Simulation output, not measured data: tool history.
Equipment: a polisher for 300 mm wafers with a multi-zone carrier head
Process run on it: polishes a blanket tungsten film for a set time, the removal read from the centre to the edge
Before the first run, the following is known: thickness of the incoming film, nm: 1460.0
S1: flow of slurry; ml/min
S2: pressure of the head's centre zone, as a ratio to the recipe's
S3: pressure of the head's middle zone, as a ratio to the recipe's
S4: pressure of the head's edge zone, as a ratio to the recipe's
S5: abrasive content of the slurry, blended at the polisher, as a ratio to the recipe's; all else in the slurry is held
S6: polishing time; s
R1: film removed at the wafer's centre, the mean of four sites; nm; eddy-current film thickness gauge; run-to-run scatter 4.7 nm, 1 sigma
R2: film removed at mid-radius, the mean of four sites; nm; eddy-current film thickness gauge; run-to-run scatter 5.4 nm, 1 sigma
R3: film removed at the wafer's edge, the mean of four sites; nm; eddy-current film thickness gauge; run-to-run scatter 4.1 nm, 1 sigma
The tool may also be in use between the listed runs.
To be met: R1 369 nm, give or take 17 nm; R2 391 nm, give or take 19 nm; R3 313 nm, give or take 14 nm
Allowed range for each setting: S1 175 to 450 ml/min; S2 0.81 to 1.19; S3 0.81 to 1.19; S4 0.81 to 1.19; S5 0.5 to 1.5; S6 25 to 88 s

run 1 day=0 | S1=290 S2=1 S3=1 S4=1 S5=1 S6=56 | R1=238.23 R2=239.94 R3=227.15
run 2 day=0.075 | S1=290 S2=1 S3=1 S4=0.96 S5=1 S6=56 | R1=239.95 R2=237.62 R3=224.47
run 3 day=0.45 | S1=295 S2=1.01 S3=1.03 S4=0.96 S5=1.1 S6=58 | R1=253.6 R2=260.09 R3=240.93
run 4 day=0.525 | S1=295 S2=1.01 S3=1.03 S4=0.96 S5=1.1 S6=70 | R1=309.26 R2=314.3 R3=279.89
run 5 day=0.808 | S1=295 S2=1.01 S3=1.03 S4=0.96 S5=1.2 S6=70 | R1=317.2 R2=332.06 R3=295.4
run 6 day=0.946 | S1=295 S2=1.03 S3=1.05 S4=0.95 S5=1.2 S6=70 | R1=324.7 R2=332.12 R3=302.25
run 7 day=1.212 | S1=305 S2=1.03 S3=1.06 S4=0.93 S5=1.2 S6=71 | R1=320.21 R2=338.18 R3=303.8
run 8 day=1.517 | S1=285 S2=1.02 S3=1.06 S4=0.94 S5=1.15 S6=73 | R1=321.66 R2=339.15 R3=299.34
run 9 day=1.825 | S1=280 S2=1.04 S3=1.08 S4=0.92 S5=1.15 S6=75 | R1=341.19 R2=352.41 R3=299.97
run 10 day=2.088 | S1=280 S2=1.05 S3=1.1 S4=0.92 S5=1.15 S6=75 | R1=347.58 R2=365.21 R3=314.91

5 candidate next runs follow, results not yet known. Just one meets every target within its allowed miss. Identify it.
run A day=2.35 | S1=345 S2=1.05 S3=1.1 S4=1.06 S5=1.5 S6=66 | R1=? R2=? R3=?
run B day=2.35 | S1=280 S2=1.07 S3=1.18 S4=1.1 S5=1.5 S6=63 | R1=? R2=? R3=?
run C day=2.35 | S1=280 S2=0.94 S3=1.17 S4=0.9 S5=1.15 S6=77 | R1=? R2=? R3=?
run D day=2.35 | S1=275 S2=1.04 S3=1.11 S4=0.82 S5=0.95 S6=86 | R1=? R2=? R3=?
run E day=2.35 | S1=250 S2=1.11 S3=1.1 S4=1.05 S5=1.15 S6=71 | R1=? R2=? R3=?

move=A R1=340.34 R2=350.46 R3=329.14
move=B R1=324.02 R2=349.48 R3=315.72
move=C R1=327.55 R2=388.86 R3=321.05
move=D R1=369.78 R2=387.52 R3=321.54
move=E R1=340.67 R2=336.35 R3=316.49
A: the biggest miss grows against the last run
B: the biggest miss grows against the last run
C: brings the result that was furthest off to its target, and leaves another outside
D: meets every target
E: the biggest miss grows against the last run
Go with D: it meets all targets.
